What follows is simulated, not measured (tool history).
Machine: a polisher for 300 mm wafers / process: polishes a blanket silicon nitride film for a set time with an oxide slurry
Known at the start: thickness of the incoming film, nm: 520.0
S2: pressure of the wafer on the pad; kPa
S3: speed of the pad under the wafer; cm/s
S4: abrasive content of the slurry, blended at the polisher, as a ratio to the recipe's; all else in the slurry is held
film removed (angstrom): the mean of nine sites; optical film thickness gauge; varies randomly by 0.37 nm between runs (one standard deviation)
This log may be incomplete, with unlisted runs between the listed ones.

{"run": 1, "hour": 0.0, "flow of slurry (ml/min)": 275, "S2": 31.0, "S3": 120, "S4": 1.0, "polishing time (s)": 33, "film removed (angstrom)": 307.4}
{"run": 2, "hour": 1.7, "flow of slurry (ml/min)": 210, "S2": 31.0, "S3": 120, "S4": 1.0, "polishing time (s)": 33, "film removed (angstrom)": 300.76}
{"run": 3, "hour": 4.9, "flow of slurry (ml/min)": 210, "S2": 32.4, "S3": 120, "S4": 1.0, "polishing time (s)": 33, "film removed (angstrom)": 301.73}
{"run": 4, "hour": 6.1, "flow of slurry (ml/min)": 225, "S2": 33.8, "S3": 120, "S4": 1.0, "polishing time (s)": 33, "film removed (angstrom)": 319.21}
{"run": 5, "hour": 9.9, "flow of slurry (ml/min)": 225, "S2": 33.8, "S3": 120, "S4": 1.0, "polishing time (s)": 30, "film removed (angstrom)": 294.54}
{"run": 6, "hour": 18.1, "flow of slurry (ml/min)": 230, "S2": 35.9, "S3": 120, "S4": 1.0, "polishing time (s)": 30, "film removed (angstrom)": 300.99}

Forecast run 7:
{"run": 7, "hour": 20.1, "flow of slurry (ml/min)": 230, "S2": 37.9, "S3": 120, "S4": 1.0, "polishing time (s)": 30, "film removed (angstrom)": "?"}

film removed (angstrom): 314.36
